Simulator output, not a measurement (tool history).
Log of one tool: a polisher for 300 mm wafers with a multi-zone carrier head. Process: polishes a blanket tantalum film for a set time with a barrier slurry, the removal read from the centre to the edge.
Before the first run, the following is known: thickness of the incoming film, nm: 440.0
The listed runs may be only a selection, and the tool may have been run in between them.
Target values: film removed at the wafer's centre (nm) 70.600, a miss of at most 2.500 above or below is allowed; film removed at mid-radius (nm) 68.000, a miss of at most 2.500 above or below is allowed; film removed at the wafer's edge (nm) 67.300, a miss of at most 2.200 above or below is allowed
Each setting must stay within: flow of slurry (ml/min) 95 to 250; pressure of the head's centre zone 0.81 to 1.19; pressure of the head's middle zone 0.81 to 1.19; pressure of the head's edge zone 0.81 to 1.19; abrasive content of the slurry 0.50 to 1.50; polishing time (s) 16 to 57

run  hour  flow of slurry (ml/min)  pressure of the head's centre zone  pressure of the head's middle zone  pressure of the head's edge zone  abrasive content of the slurry  polishing time (s)  film removed at the wafer's centre (nm)  film removed at mid-radius (nm)  film removed at the wafer's edge (nm)
  1   0.0                      160                                1.00                                1.00                              1.00                            1.00                  36                                   56.056                           57.643                                 56.142
  2   3.5                      170                                1.02                                1.01                              1.03                            1.05                  36                                   58.215                           58.451                                 59.188
  3   7.0                      170                                1.02                                1.01                              1.06                            1.05                  36                                   59.240                           58.642                                 59.615
  4  15.5                      170                                1.02                                1.01                              1.06                            0.90                  36                                   56.174                           55.171                                 55.426
  5  24.3                      170                                1.02                                1.01                              1.06                            0.85                  36                                   54.518                           54.456                                 54.719
  6  25.7                      180                                1.04                                1.03                              1.07                            0.90                  36                                   56.624                           56.725                                 56.941
  7  32.6                      185                                1.07                                1.04                              1.07                            0.95                  36                                   59.847                           58.428                                 59.318
  8  33.1                      190                                1.09                                1.06                              1.07                            0.95                  36                                   59.775                           60.298                                 58.970
  9  38.6                      220                                1.18                                1.05                              1.15                            1.20                  37                                   74.910                           66.796                                 69.248
 10  45.6                      220                                1.17                                1.06                              1.14                            1.20                  37                                   73.255                           69.688                                 68.820
 11  46.9                      215                                1.17                                1.06                              1.14                            1.20                  37                                   74.227                           67.366                                 68.645

Pick the move, out of 5, that brings all results within their allowed miss; only one does.
  A  48.2                      215                                1.11                                1.05                              1.10                            1.15                  38                                        ?                                ?                                      ?
  B  48.2                      170                                1.03                                1.05                              1.19                            1.05                  41                                        ?                                ?                                      ?
  C  48.2                      195                                1.05                                1.07                              1.19                            1.15                  37                                        ?                                ?                                      ?
  D  48.2                      230                                1.19                                1.03                              1.14                            1.25                  38                                        ?                                ?                                      ?
  E  48.2                      190                                1.18                                0.96                              1.05                            1.05                  42                                        ?                                ?                                      ?

move  film removed at the wafer's centre (nm)  film removed at mid-radius (nm)  film removed at the wafer's edge (nm)
   A                                   72.078                           67.844                                 68.223
   B                                   67.612                           68.486                                 72.418
   C                                   65.625                           66.172                                 68.417
   D                                   79.537                           68.974                                 71.684
   E                                   80.150                           66.266                                 70.666
A: meets every target
B: pushes the last run's worst result past its target
C: pushes the last run's worst result past its target
D: moves away from the targets compared with the last run
E: moves away from the targets compared with the last run
Correct choice: A, which meets every target
